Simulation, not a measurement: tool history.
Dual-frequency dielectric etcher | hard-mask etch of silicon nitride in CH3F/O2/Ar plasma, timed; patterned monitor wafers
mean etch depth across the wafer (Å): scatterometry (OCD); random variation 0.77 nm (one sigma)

run,hour,source power (kW),bias power (kW),etch time (s),mean etch depth across the wafer (Å)
1,0,0.45,0.09,206,1553
2,4.4,0.41,0.088,206,1449.8
3,10.8,0.39,0.088,206,1409.1
4,11.6,0.39,0.1,206,1478.5
5,19.3,0.39,0.1,215,1545.6
6,26.3,0.36,0.099,215,1449.9

Run 7 comes next. What will it give?
7,33.1,0.35,0.099,215,?

{"run 7": {"mean etch depth across the wafer (Å)": 1437.2}}

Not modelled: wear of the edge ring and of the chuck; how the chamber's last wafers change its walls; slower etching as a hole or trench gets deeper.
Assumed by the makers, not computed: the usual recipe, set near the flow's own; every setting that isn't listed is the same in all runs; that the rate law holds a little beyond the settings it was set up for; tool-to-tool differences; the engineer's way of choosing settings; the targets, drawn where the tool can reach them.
